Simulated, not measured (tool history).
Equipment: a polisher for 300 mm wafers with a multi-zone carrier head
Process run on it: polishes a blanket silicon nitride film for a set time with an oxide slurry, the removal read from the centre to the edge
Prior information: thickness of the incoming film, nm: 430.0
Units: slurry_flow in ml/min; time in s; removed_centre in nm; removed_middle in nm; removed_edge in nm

Run 1, hour 0: slurry_flow 155 ml/min, centre_zone 1, middle_zone 1, edge_zone 1, slurry_solids 1, time 56 s. Result: removed_centre 22.74 nm, removed_middle 21.636 nm, removed_edge 23.293 nm.
Run 2, hour 0.9: slurry_flow 160 ml/min, centre_zone 0.98, middle_zone 1.02, edge_zone 1.02, slurry_solids 1.05, time 56 s. Result: removed_centre 22.389 nm, removed_middle 22.778 nm, removed_edge 24.342 nm.
Run 3, hour 3.6: slurry_flow 170 ml/min, centre_zone 0.98, middle_zone 1.04, edge_zone 1.04, slurry_solids 1.1, time 56 s. Result: removed_centre 23.085 nm, removed_middle 23.471 nm, removed_edge 25.003 nm.
Run 4, hour 10.4: slurry_flow 170 ml/min, centre_zone 0.98, middle_zone 1.04, edge_zone 0.99, slurry_solids 1.1, time 56 s. Result: removed_centre 23.212 nm, removed_middle 24.833 nm, removed_edge 24.29 nm.
Run 5, hour 17.2: slurry_flow 175 ml/min, centre_zone 0.97, middle_zone 1.05, edge_zone 1.01, slurry_solids 1.15, time 56 s. Result: removed_centre 23.665 nm, removed_middle 24.701 nm, removed_edge 24.985 nm.
Run 6, hour 21.6: slurry_flow 175 ml/min, centre_zone 0.97, middle_zone 1.05, edge_zone 1.07, slurry_solids 1.15, time 56 s. Result: removed_centre 23.388 nm, removed_middle 24.326 nm, removed_edge 25.606 nm.

Expected results for the next run?
Run 7, hour 24.1: slurry_flow 175 ml/min, centre_zone 0.96, middle_zone 1.06, edge_zone 1.08, slurry_solids 1.2, time 56 s. Result: removed_centre ?, removed_middle ?, removed_edge ?.

Logged for run 7: removed_centre 23.301 nm, removed_middle 25.57 nm, removed_edge 26.304 nm.
